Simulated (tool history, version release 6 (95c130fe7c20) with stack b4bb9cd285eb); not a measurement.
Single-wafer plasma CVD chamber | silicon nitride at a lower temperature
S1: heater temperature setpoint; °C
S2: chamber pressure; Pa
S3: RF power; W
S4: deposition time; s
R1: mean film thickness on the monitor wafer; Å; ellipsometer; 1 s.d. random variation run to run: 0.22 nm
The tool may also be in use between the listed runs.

Run 1, hour 0.0: S1 325 °C, S2 259 Pa, S3 345 W, S4 30.2 s. Result: R1 439.32 Å.
Run 2, hour 6.2: S1 325 °C, S2 276 Pa, S3 355 W, S4 30.2 s. Result: R1 453.86 Å.
Run 3, hour 10.6: S1 325 °C, S2 276 Pa, S3 400 W, S4 30.2 s. Result: R1 493.52 Å.
Run 4, hour 19.2: S1 316 °C, S2 276 Pa, S3 400 W, S4 30.2 s. Result: R1 494.66 Å.
At hour 23.7: capacitance manometer re-zeroed and calibrated.
Run 5, hour 23.7: S1 316 °C, S2 281 Pa, S3 400 W, S4 30.2 s. Result: R1 490.92 Å.
Run 6, hour 28.9: S1 316 °C, S2 287 Pa, S3 405 W, S4 30.2 s. Result: R1 500.67 Å.

Predict the results of run 7:
Run 7, hour 32.7: S1 316 °C, S2 289 Pa, S3 405 W, S4 30.2 s. Result: R1 ?.

Run 7 came out at R1 503.69 Å.
